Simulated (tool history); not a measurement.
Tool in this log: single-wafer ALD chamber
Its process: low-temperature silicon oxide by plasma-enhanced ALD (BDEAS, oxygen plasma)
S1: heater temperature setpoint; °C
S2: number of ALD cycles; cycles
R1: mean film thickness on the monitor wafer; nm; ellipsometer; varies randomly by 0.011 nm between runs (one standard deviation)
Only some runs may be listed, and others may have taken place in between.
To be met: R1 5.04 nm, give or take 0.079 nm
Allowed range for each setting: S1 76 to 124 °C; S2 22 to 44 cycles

run 1 hour=0 | S1=100 S2=33 | R1=4.5284
run 2 hour=7.7 | S1=109 S2=33 | R1=4.451
run 3 hour=12.2 | S1=113 S2=33 | R1=4.4308
run 4 hour=18.5 | S1=112 S2=34 | R1=4.5558
run 5 hour=23.3 | S1=110 S2=34 | R1=4.5714
run 6 hour=24.6 | S1=110 S2=31 | R1=4.1805
run 7 hour=31.7 | S1=110 S2=31 | R1=4.1705
run 8 hour=35.9 | S1=108 S2=32 | R1=4.3337
run 9 hour=37.4 | S1=106 S2=33 | R1=4.4734
run 10 hour=39.1 | S1=104 S2=34 | R1=4.6183
run 11 hour=41.7 | S1=103 S2=35 | R1=4.7932
run 12 hour=46.6 | S1=102 S2=35 | R1=4.7707
run 13 hour=52 | S1=101 S2=35 | R1=4.7799
run 14 hour=57.1 | S1=100 S2=35 | R1=4.8006
run 15 hour=65.1 | S1=99 S2=35 | R1=4.8033

Below are 5 possible settings for the next run. Only one of them brings all results inside the allowed miss of their targets. Which is it?
run A hour=73.1 | S1=96 S2=33 | R1=?
run B hour=73.1 | S1=103 S2=34 | R1=?
run C hour=73.1 | S1=122 S2=37 | R1=?
run D hour=73.1 | S1=84 S2=35 | R1=?
run E hour=73.1 | S1=98 S2=34 | R1=?

move=A R1=4.5878
move=B R1=4.6453
move=C R1=4.9019
move=D R1=5.0491
move=E R1=4.6972
A: lands further from the targets than the last run did
B: lands further from the targets than the last run did
C: nearer the targets than the last run, but a result is still out of spec
D: every result lands within tolerance
E: lands further from the targets than the last run did
Go with D: it meets all targets.
